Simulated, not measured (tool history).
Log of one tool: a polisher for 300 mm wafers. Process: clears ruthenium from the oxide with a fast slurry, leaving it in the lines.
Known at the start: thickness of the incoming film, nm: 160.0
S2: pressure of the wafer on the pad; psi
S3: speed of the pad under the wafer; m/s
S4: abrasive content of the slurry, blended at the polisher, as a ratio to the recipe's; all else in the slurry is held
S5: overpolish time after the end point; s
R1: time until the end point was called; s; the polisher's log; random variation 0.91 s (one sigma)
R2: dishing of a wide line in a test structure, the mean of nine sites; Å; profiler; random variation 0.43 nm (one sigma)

{"run": 1, "hour": 0.0, "flow of slurry (ml/min)": 195, "S2": 3.5, "S3": 1.08, "S4": 1.0, "S5": 13, "R1": 29.45, "R2": 530.29}
{"run": 2, "hour": 5.4, "flow of slurry (ml/min)": 195, "S2": 3.2, "S3": 1.06, "S4": 1.0, "S5": 12, "R1": 34.328, "R2": 464.71}
{"run": 3, "hour": 14.0, "flow of slurry (ml/min)": 195, "S2": 3.2, "S3": 1.06, "S4": 1.0, "S5": 9, "R1": 33.175, "R2": 368.34}
{"run": 4, "hour": 17.0, "flow of slurry (ml/min)": 150, "S2": 3.2, "S3": 1.06, "S4": 1.0, "S5": 9, "R1": 34.664, "R2": 362.32}
{"run": 5, "hour": 21.6, "flow of slurry (ml/min)": 150, "S2": 3.2, "S3": 1.06, "S4": 0.9, "S5": 9, "R1": 35.973, "R2": 353.89}
{"run": 6, "hour": 30.1, "flow of slurry (ml/min)": 150, "S2": 3.0, "S3": 1.06, "S4": 0.9, "S5": 9, "R1": 38.856, "R2": 326.76}
{"run": 7, "hour": 32.7, "flow of slurry (ml/min)": 150, "S2": 2.9, "S3": 1.06, "S4": 0.9, "S5": 9, "R1": 40.038, "R2": 321.78}
{"run": 8, "hour": 37.6, "flow of slurry (ml/min)": 150, "S2": 2.8, "S3": 1.06, "S4": 0.9, "S5": 9, "R1": 40.972, "R2": 311.64}
{"run": 9, "hour": 41.4, "flow of slurry (ml/min)": 150, "S2": 2.7, "S3": 1.06, "S4": 0.9, "S5": 9, "R1": 42.066, "R2": 305.05}

Run 10 comes next. What will it give?
{"run": 10, "hour": 42.4, "flow of slurry (ml/min)": 150, "S2": 2.3, "S3": 1.04, "S4": 0.9, "S5": 11, "R1": "?", "R2": "?"}

{"run 10": {"R1": 49.662, "R2": 317.29}}
